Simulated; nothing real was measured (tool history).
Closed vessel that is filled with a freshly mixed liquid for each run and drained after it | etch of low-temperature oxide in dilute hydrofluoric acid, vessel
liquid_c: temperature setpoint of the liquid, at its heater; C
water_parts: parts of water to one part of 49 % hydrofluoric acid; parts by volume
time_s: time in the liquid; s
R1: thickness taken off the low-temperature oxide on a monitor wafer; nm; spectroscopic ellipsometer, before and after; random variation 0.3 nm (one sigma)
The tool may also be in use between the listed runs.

run 1 day=0 | liquid_c=26 water_parts=100 time_s=85 | R1=17.413
run 2 day=0.233 | liquid_c=27.5 water_parts=85 time_s=85 | R1=22.154
run 3 day=0.275 | liquid_c=27.5 water_parts=60 time_s=85 | R1=32.792
run 4 day=0.479 | liquid_c=29 water_parts=55 time_s=85 | R1=38.347
run 5 day=0.629 | liquid_c=30 water_parts=55 time_s=85 | R1=39.525
run 6 day=0.817 | liquid_c=31 water_parts=55 time_s=85 | R1=41.106

For run 7, what comes out?
run 7 day=1.133 | liquid_c=31.5 water_parts=55 time_s=85 | R1=?

Run 7 came out at R1 41.917 nm.
